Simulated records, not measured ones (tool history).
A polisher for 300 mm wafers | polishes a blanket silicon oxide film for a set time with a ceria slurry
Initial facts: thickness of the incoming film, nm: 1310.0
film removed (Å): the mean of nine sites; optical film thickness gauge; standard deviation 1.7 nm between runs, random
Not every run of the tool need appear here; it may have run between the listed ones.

run	day	flow of slurry (ml/min)	pressure of the wafer on the pad (kPa)	speed of the pad under the wafer (cm/s)	polishing time (s)	film removed (Å)
1	0	155	17.2	138	25	1051.5
2	0.196	160	20	138	25	1242.1
3	0.533	160	20	104	25	1017.8
4	0.871	160	20	104	22	911.79
5	1.046	165	22.1	116	22	1065.3
6	1.146	165	23.4	132	22	1222.3

Run 7 comes next. What will it give?
7	1.208	165	24.8	146	22	?

{"run 7": {"film removed (Å)": 1396.3}}
